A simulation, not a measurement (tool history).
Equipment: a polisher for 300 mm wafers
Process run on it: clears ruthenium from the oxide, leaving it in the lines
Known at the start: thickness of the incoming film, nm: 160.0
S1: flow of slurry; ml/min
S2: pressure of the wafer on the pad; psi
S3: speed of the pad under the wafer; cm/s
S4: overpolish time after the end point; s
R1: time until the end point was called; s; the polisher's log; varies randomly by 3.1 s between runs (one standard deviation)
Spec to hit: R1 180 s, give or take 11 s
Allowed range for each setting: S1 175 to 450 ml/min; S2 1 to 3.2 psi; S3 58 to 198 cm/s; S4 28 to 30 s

run    day   S1   S2   S3  S4      R1
  1      0  290  2.1  128  28   98.18
  2  0.233  290  2.1  142  28  87.567
  3  0.492  290  2.1  114  28  103.27
  4  0.833  290  2.1   98  28  125.83
  5  1.046  290  2.1   98  30  124.08
  6  1.179  290    2   98  30  131.58
  7    1.5  290  1.9   98  30   138.7
  8  1.554  290  1.8   98  30  137.85
  9  1.812  290  1.2   88  30  208.98

Exactly one of the 4 candidate moves below puts every result within its allowed miss. Which one?
  A  2.071  190  1.1  104  30   ?
  B  2.071  305  1.2  100  30   ?
  C  2.071  235  1.4   80  30   ?
  D  2.071  305  1.3   86  30   ?

move      R1
   A  204.32
   B   188.5
   C  216.25
   D  206.34
A: closer than the last run, but not yet in spec
B: in spec on every target
C: lands further from the targets than the last run did
D: closer than the last run, but not yet in spec
So the answer is move B, the one that meets all the targets.
